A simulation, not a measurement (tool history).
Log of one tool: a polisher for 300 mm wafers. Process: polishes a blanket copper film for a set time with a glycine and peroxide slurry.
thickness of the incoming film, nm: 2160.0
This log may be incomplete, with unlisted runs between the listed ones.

run	hour	flow of slurry (ml/min)	pressure of the wafer on the pad (kPa)	speed of the pad under the wafer (cm/s)	polishing time (s)	film removed (angstrom)
1	0	305	14.5	88	48	1997.5
2	5.5	370	14.5	88	48	2036.7
3	8.3	370	16.5	90	48	2292.4
4	12.1	300	16.5	90	48	2225.2
5	16.5	300	18.6	92	48	2452.4
6	20.1	300	20	94	48	2602.1
7	23.8	300	20.7	96	48	2733.8

Run 8 is up next; what results do you expect?
8	25	300	20.7	96	48	?

film removed (angstrom): 2700.3
